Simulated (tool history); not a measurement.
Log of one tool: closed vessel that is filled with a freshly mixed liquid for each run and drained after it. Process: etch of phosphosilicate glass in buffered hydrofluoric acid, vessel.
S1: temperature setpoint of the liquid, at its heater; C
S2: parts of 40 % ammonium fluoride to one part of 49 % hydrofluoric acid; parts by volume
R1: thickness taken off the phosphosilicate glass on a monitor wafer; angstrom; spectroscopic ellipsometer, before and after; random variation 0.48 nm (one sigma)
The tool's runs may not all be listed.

run 1 hour=0.0 | S1=23.0 S2=15.5 time_in_the_liquid_(s)=30 | R1=1046.60
run 2 hour=7.6 | S1=22.0 S2=16.5 time_in_the_liquid_(s)=30 | R1=947.01
run 3 hour=11.9 | S1=21.0 S2=17.5 time_in_the_liquid_(s)=30 | R1=836.11
run 4 hour=14.1 | S1=21.0 S2=17.5 time_in_the_liquid_(s)=30 | R1=844.50
run 5 hour=19.5 | S1=20.0 S2=18.5 time_in_the_liquid_(s)=30 | R1=760.67
run 6 hour=22.8 | S1=19.5 S2=19.0 time_in_the_liquid_(s)=30 | R1=709.32

Run 7 comes next. What will it give?
run 7 hour=26.3 | S1=19.0 S2=19.5 time_in_the_liquid_(s)=30 | R1=?

Run 7 gave R1 685.20 angstrom.
